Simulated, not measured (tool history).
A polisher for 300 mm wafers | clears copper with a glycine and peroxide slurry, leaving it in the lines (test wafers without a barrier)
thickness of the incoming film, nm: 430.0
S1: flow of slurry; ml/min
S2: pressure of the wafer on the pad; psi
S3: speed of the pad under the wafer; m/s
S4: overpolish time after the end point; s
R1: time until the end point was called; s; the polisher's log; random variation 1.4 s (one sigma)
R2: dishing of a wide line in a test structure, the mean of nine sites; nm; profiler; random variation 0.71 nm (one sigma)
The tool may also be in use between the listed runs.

| run | hour | S1 | S2 | S3 | S4 | R1 | R2 |
|---|---|---|---|---|---|---|---|
| 1 | 0 | 250 | 2.3 | 1.22 | 14 | 64.147 | 60.009 |
| 2 | 1.3 | 250 | 2 | 1.2 | 14 | 72.963 | 54.09 |
| 3 | 7.2 | 250 | 1.8 | 1.2 | 14 | 78.734 | 49.176 |
| 4 | 15.8 | 250 | 2.3 | 1.2 | 14 | 67.249 | 58.507 |
| 5 | 19.9 | 250 | 2 | 1.18 | 14 | 74.87 | 52.694 |
| 6 | 23.3 | 250 | 1.8 | 1.18 | 14 | 81.138 | 49.911 |
| 7 | 25.6 | 250 | 1.6 | 1.18 | 13 | 85.905 | 44.807 |
| 8 | 31.2 | 250 | 1.5 | 1.18 | 13 | 89.795 | 42.582 |
| 9 | 35.7 | 250 | 1.4 | 1.18 | 13 | 91.553 | 40.5 |
| 10 | 37.2 | 250 | 1.4 | 1.18 | 13 | 94.331 | 40.906 |

The next listed run, before its measurement:
| 11 | 39.5 | 250 | 1.3 | 1.18 | 13 | ? | ? |

R1: 98.564 s
R2: 39.868 nm
